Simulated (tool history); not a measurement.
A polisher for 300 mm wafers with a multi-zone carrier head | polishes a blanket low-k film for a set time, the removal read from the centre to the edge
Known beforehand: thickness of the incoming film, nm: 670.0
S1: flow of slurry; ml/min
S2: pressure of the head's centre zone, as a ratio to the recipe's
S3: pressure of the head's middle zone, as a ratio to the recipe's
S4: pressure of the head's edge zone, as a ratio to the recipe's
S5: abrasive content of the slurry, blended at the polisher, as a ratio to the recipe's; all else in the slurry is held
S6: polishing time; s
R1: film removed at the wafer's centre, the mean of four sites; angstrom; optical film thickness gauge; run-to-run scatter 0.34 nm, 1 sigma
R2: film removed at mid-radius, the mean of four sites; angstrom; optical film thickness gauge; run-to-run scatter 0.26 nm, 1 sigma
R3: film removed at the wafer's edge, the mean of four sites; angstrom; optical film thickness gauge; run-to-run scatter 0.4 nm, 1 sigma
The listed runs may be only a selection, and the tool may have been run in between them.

run	hour	S1	S2	S3	S4	S5	S6	R1	R2	R3
1	0.0	135	1.00	1.00	1.00	1.00	50	196.66	194.37	195.82
2	7.6	135	0.98	1.00	1.03	1.10	51	205.60	210.97	212.45
3	10.9	120	0.98	1.00	1.03	1.10	51	194.75	202.08	202.15
4	15.2	130	0.96	0.99	1.06	1.15	51	198.75	211.55	207.46
5	21.5	125	0.95	0.96	1.07	1.20	53	205.25	219.07	225.39
6	28.0	130	0.94	0.94	1.08	1.25	53	208.95	223.36	236.02
7	30.5	135	0.93	0.93	1.09	1.30	53	210.65	220.32	236.00
8	31.7	135	0.92	0.92	1.10	1.35	54	214.63	226.61	245.38
9	34.6	135	0.91	0.92	1.11	1.35	55	221.32	233.26	246.10

Predict the results of run 10:
10	42.7	125	0.90	0.91	1.11	1.35	56	?	?	?

{"run 10": {"R1": 210.31, "R2": 226.01, "R3": 251.41}}
